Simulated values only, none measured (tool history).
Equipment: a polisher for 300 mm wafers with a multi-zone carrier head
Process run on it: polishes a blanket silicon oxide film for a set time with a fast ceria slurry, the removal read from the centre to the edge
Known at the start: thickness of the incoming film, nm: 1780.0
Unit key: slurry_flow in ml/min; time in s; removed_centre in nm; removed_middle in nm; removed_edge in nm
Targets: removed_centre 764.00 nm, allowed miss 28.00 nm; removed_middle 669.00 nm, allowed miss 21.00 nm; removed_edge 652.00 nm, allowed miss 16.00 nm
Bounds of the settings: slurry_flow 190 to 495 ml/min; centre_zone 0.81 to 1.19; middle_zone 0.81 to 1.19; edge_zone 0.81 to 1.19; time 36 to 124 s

| run | day | slurry_flow | centre_zone | middle_zone | edge_zone | time | removed_centre | removed_middle | removed_edge |
|---|---|---|---|---|---|---|---|---|---|
| 1 | 0.000 | 320 | 1.00 | 1.00 | 1.00 | 79 | 499.61 | 510.06 | 514.28 |
| 2 | 0.254 | 320 | 1.07 | 1.00 | 1.00 | 79 | 540.65 | 514.21 | 513.18 |
| 3 | 0.429 | 370 | 1.07 | 1.00 | 1.00 | 79 | 549.99 | 523.20 | 511.47 |
| 4 | 0.583 | 425 | 1.07 | 1.00 | 1.00 | 79 | 548.37 | 519.22 | 512.02 |
| 5 | 0.821 | 425 | 1.07 | 0.94 | 1.00 | 79 | 549.84 | 500.73 | 518.43 |
| 6 | 0.879 | 425 | 1.10 | 0.97 | 1.02 | 84 | 604.03 | 535.73 | 558.59 |
| 7 | 1.079 | 425 | 1.12 | 1.01 | 1.03 | 88 | 652.94 | 583.30 | 583.95 |
| 8 | 1.379 | 425 | 1.14 | 1.03 | 1.05 | 90 | 668.33 | 601.73 | 599.08 |
| 9 | 1.604 | 425 | 1.15 | 1.04 | 1.05 | 92 | 708.85 | 626.00 | 612.92 |
| 10 | 1.762 | 425 | 1.16 | 1.05 | 1.06 | 93 | 706.81 | 644.84 | 625.43 |

Below are 5 possible settings for the next run. Only one of them brings all results inside the allowed miss of their targets. Which is it?
| A | 1.921 | 390 | 1.02 | 1.10 | 1.06 | 97 | ? | ? | ? |
| B | 1.921 | 375 | 1.07 | 1.07 | 1.05 | 92 | ? | ? | ? |
| C | 1.921 | 445 | 1.14 | 0.89 | 1.02 | 101 | ? | ? | ? |
| D | 1.921 | 495 | 1.15 | 1.00 | 0.97 | 100 | ? | ? | ? |
| E | 1.921 | 405 | 1.10 | 1.07 | 1.10 | 89 | ? | ? | ? |

| move | removed_centre | removed_middle | removed_edge |
|---|---|---|---|
| A | 652.32 | 687.39 | 640.13 |
| B | 647.19 | 635.09 | 603.26 |
| C | 765.76 | 605.37 | 660.21 |
| D | 770.75 | 663.77 | 640.25 |
| E | 647.48 | 617.46 | 599.77 |
A: lands further from the targets than the last run did
B: lands further from the targets than the last run did
C: corrects the largest miss of the last run, while another result sits out of spec
D: hits every target within its allowed miss
E: lands further from the targets than the last run did
So the answer is move D, the one that meets all the targets.

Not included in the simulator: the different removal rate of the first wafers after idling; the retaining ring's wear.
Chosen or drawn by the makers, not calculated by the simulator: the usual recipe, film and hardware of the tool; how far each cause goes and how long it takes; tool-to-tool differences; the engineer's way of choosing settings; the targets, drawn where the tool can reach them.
